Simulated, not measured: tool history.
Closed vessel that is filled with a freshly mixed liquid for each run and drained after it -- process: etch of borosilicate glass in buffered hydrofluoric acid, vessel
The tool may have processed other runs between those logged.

| run | hour | temperature setpoint of the liquid (C) | parts of 40 % ammonium fluoride to one part of 49 % hydrofluoric acid (parts by volume) | time in the liquid (s) | thickness taken off the borosilicate glass on a monitor wafer (nm) |
|---|---|---|---|---|---|
| 1 | 0 | 21 | 18 | 35 | 19.13 |
| 2 | 1 | 23.5 | 18 | 35 | 21.877 |
| 3 | 8.2 | 25.5 | 18 | 35 | 24.33 |
| 4 | 11.7 | 25.5 | 18 | 35 | 24.27 |
| 5 | 20 | 22 | 18 | 35 | 20.233 |
| 6 | 21.2 | 22 | 14.5 | 35 | 25.066 |
|  | 28.9 | thermometer replaced |
| 7 | 28.9 | 21.5 | 15 | 35 | 25.594 |

Run 8 comes next. What will it give?
| 8 | 30.9 | 21 | 15.5 | 35 | ? |

{"run 8": {"thickness taken off the borosilicate glass on a monitor wafer (nm)": 24.027}}
